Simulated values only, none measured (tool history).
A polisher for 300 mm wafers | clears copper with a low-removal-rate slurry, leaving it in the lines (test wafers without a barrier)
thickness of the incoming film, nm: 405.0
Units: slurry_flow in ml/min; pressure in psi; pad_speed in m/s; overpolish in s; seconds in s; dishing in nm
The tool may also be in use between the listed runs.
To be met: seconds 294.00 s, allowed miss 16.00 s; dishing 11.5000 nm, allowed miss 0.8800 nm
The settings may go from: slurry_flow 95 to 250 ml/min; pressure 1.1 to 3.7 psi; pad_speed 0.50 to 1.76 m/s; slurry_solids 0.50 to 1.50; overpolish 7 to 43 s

run,hour,slurry_flow,pressure,pad_speed,slurry_solids,overpolish,seconds,dishing
1,0.0,160,2.4,1.12,1.00,22,140.31,42.3670
2,6.3,160,2.0,1.02,1.00,17,180.55,27.1220
3,14.4,160,2.0,1.02,1.00,10,174.70,16.8150
4,15.2,160,1.7,0.98,1.00,10,214.33,14.1090
5,18.5,160,1.7,0.98,1.15,10,201.37,14.2360
6,23.7,155,1.5,0.96,1.15,11,225.98,14.7730
7,32.5,155,1.4,0.92,1.15,11,254.98,13.0900
8,37.5,155,1.3,0.92,1.15,11,271.58,12.2890

Which of these 4 next moves meets every target?
A,42.5,195,1.1,0.84,1.20,12,?,?
B,42.5,175,1.1,0.80,1.25,11,?,?
C,42.5,145,1.6,0.74,0.95,11,?,?
D,42.5,175,1.2,1.00,1.25,10,?,?

move,seconds,dishing
A,321.76,10.9190
B,337.70,9.6069
C,292.74,11.0830
D,254.80,11.4780
A: takes the result that was furthest off past its target
B: takes the result that was furthest off past its target
C: meets every target
D: further off than the last run
The right move is C.
